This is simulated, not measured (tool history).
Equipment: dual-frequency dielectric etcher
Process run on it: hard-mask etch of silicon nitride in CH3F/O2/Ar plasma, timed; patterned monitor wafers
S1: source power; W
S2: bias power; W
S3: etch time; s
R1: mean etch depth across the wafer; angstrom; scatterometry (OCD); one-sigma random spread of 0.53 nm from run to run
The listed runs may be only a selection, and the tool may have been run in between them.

run,hour,S1,S2,S3,R1
1,0.0,530,71,163.0,1218.70
2,8.2,530,58,163.0,1164.10
3,14.9,530,70,163.0,1209.40
4,20.1,500,66,160.5,1135.30
5,27.2,570,66,160.5,1228.60
6,33.5,570,61,160.5,1193.70
7,39.5,530,59,160.0,1151.10

Run 8, settings as shown, results not yet in. Your forecast:
8,46.5,430,45,153.0,?

{"run 8": {"R1": 896.39}}
